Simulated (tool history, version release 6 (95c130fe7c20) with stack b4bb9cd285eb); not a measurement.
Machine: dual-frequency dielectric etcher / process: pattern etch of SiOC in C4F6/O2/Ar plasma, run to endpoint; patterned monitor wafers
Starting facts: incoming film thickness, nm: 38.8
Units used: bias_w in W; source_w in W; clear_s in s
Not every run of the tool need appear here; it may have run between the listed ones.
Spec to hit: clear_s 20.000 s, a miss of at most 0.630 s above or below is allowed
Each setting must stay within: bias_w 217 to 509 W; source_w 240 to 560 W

run    day  bias_w  source_w  clear_s
  1  0.000     363       400   14.777
  2  0.342     363       430   14.604
  3  0.496     325       430   15.437
  4  0.704     288       380   17.179
  5  0.738     329       380   15.898
  6  0.775     306       380   16.539
  7  0.908     276       360   17.821
  8  1.071     217       320   21.062

Exactly one of the 4 candidate moves below puts every result within its allowed miss. Which one?
  A  1.233     217       270        ?
  B  1.233     274       330        ?
  C  1.233     244       380        ?
  D  1.233     242       310        ?

move  clear_s
   A   22.385
   B   18.418
   C   18.407
   D   20.051
A: moves away from the targets compared with the last run
B: moves the result that the last run missed by most past its target, out the other side
C: moves the result that the last run missed by most past its target, out the other side
D: each result inside its tolerance
The right move is D.
